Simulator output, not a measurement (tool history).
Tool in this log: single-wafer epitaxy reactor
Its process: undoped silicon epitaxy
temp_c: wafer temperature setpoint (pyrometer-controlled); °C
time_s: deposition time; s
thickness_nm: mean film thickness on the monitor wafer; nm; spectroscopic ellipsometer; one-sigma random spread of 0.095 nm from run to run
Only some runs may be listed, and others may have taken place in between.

run  hour  temp_c  time_s  thickness_nm
  1   0.0     625     168        15.173
  2   4.6     625     158        14.488
  3  12.9     626     158        14.752
  4  13.9     618     158        12.178
  5  16.1     613     158        10.890
  6  19.5     615     158        11.454
  7  22.5     617     158        11.924

The next listed run, before its measurement:
  8  24.4     629     160             ?

Run 8 measured thickness_nm 15.900 nm.
